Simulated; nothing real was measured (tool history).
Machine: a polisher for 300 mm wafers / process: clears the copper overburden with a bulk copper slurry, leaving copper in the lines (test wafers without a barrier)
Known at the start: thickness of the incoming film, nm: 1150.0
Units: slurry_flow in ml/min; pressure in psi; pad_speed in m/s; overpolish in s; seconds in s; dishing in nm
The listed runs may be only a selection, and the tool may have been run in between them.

run,hour,slurry_flow,pressure,pad_speed,slurry_solids,overpolish,seconds,dishing
1,0.0,150,1.9,1.26,1.0,21,214.99,36.544
2,1.7,150,1.8,1.24,1.0,24,231.20,36.694
3,2.9,150,1.7,1.22,1.0,26,249.34,36.429
4,5.5,150,1.5,1.22,1.0,26,286.74,33.687
5,8.7,150,1.5,1.20,1.0,28,288.49,34.177
6,17.7,150,1.5,1.18,1.0,30,284.43,34.707
7,25.9,150,1.5,1.14,1.0,32,305.97,34.896
8,29.9,150,1.5,1.14,1.0,34,297.18,35.667

Run 9, settings as shown, results not yet in. Your forecast:
9,33.7,150,1.5,1.12,1.0,35,?,?

Run 9 produced seconds 306.07 s, dishing 35.722 nm.
